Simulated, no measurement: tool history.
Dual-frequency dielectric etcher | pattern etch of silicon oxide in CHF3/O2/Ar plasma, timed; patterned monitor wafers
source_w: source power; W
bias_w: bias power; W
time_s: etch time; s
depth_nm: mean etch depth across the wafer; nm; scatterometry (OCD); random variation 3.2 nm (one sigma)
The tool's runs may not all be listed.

| run | hour | source_w | bias_w | time_s | depth_nm |
|---|---|---|---|---|---|
| 1 | 0.0 | 770 | 124 | 695.5 | 1453.3 |
| 2 | 1.5 | 740 | 122 | 695.5 | 1431.2 |
| 3 | 3.3 | 740 | 122 | 728.0 | 1493.4 |
| 4 | 4.2 | 740 | 122 | 695.5 | 1423.9 |
| 5 | 12.5 | 740 | 135 | 695.5 | 1463.5 |
| 6 | 20.0 | 740 | 135 | 728.0 | 1537.3 |
| 7 | 23.4 | 700 | 131 | 724.0 | 1493.5 |
| 8 | 29.8 | 670 | 127 | 720.0 | 1461.2 |
| 9 | 32.0 | 650 | 123 | 715.5 | 1436.3 |
| 10 | 36.3 | 630 | 119 | 711.5 | 1399.0 |
| 11 | 43.2 | 610 | 116 | 708.5 | 1377.8 |
| 12 | 44.0 | 600 | 114 | 706.0 | 1361.1 |

The next listed run, before its measurement:
| 13 | 52.2 | 590 | 112 | 704.5 | ? |

depth_nm: 1346.6 nm
